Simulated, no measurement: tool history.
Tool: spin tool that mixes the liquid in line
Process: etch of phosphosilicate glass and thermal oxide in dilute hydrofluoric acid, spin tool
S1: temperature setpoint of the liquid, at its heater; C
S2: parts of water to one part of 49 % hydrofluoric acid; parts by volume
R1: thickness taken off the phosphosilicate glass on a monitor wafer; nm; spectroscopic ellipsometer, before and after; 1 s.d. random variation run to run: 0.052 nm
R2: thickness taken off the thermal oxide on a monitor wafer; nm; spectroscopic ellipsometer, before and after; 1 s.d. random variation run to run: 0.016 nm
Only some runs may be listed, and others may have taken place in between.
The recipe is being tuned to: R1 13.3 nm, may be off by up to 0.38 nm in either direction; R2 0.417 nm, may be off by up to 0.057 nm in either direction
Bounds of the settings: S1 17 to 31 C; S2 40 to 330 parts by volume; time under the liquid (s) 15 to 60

run 1 hour=0 | S1=23 S2=185 time_under_the_liquid_(s)=30 | R1=20.473 R2=0.65664
run 2 hour=5.5 | S1=23 S2=130 time_under_the_liquid_(s)=30 | R1=30.99 R2=0.94885
run 3 hour=11 | S1=21 S2=160 time_under_the_liquid_(s)=30 | R1=22.492 R2=0.68293
run 4 hour=18.8 | S1=21 S2=190 time_under_the_liquid_(s)=30 | R1=18.453 R2=0.59398
run 5 hour=25.2 | S1=24 S2=190 time_under_the_liquid_(s)=30 | R1=20.635 R2=0.59318
run 6 hour=32.2 | S1=24 S2=150 time_under_the_liquid_(s)=30 | R1=27.214 R2=0.77119
run 7 hour=40.1 | S1=20 S2=220 time_under_the_liquid_(s)=30 | R1=14.894 R2=0.48412
run 8 hour=48.7 | S1=19.5 S2=225 time_under_the_liquid_(s)=30 | R1=14.203 R2=0.46354

Of the 5 settings listed for the next run, only one would bring every result within its allowed miss of target. Which one?
run A hour=57.3 | S1=17.5 S2=230 time_under_the_liquid_(s)=35 | R1=? R2=?
run B hour=57.3 | S1=21 S2=250 time_under_the_liquid_(s)=30 | R1=? R2=?
run C hour=57.3 | S1=18 S2=230 time_under_the_liquid_(s)=35 | R1=? R2=?
run D hour=57.3 | S1=19 S2=280 time_under_the_liquid_(s)=40 | R1=? R2=?
run E hour=57.3 | S1=20.5 S2=255 time_under_the_liquid_(s)=30 | R1=? R2=?

move=A R1=14.865 R2=0.45358
move=B R1=13.146 R2=0.40115
move=C R1=15.157 R2=0.46249
move=D R1=14.132 R2=0.43122
move=E R1=12.592 R2=0.38422
A: its largest miss is bigger than the last run's
B: every result within its allowed miss
C: its largest miss is bigger than the last run's
D: closes in on the targets versus the last run, not all within tolerance yet
E: moves the result that the last run missed by most past its target, out the other side
So the answer is move B, the one that meets all the targets.

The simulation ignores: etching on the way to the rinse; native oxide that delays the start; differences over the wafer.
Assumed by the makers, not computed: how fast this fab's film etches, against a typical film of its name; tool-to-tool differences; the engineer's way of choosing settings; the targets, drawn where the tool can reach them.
